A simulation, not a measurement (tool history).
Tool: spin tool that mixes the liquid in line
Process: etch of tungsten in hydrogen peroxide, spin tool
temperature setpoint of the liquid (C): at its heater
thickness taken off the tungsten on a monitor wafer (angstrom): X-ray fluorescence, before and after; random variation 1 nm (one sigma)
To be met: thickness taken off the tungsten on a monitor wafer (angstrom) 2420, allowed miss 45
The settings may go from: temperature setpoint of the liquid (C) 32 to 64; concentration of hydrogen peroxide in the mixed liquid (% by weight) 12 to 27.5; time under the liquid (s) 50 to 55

run  hour  temperature setpoint of the liquid (C)  concentration of hydrogen peroxide in the mixed liquid (% by weight)  time under the liquid (s)  thickness taken off the tungsten on a monitor wafer (angstrom)
  1     0                                      48                                                                  18.5                         50                                                            1112
  2   1.7                                      52                                                                  18.5                         50                                                          1428.8
  3   4.9                                    54.5                                                                  18.5                         50                                                          1668.5
  4  11.4                                    54.5                                                                    15                         50                                                          1486.7
  5  15.4                                    54.5                                                                    15                         55                                                            1641
  6  20.6                                    56.5                                                                    15                         55                                                          1845.2
  7  24.6                                      58                                                                    15                         55                                                          2030.3
  8  25.1                                    61.5                                                                    15                         55                                                          2467.6

5 next moves are on the table. One of them brings every result within its allowed miss. Which?
  A  25.6                                      62                                                                    15                         50                                                               ?
  B  25.6                                      59                                                                    18                         55                                                               ?
  C  25.6                                    61.5                                                                    13                         55                                                               ?
  D  25.6                                      60                                                                    21                         50                                                               ?
  E  25.6                                      60                                                                    16                         55                                                               ?

move  thickness taken off the tungsten on a monitor wafer (angstrom)
   A                                                          2324.7
   B                                                          2358.5
   C                                                          2313.8
   D                                                          2453.4
   E                                                          2355.7
A: takes the result that was furthest off past its target
B: takes the result that was furthest off past its target
C: takes the result that was furthest off past its target
D: meets every target
E: takes the result that was furthest off past its target
Move D is the one to make.
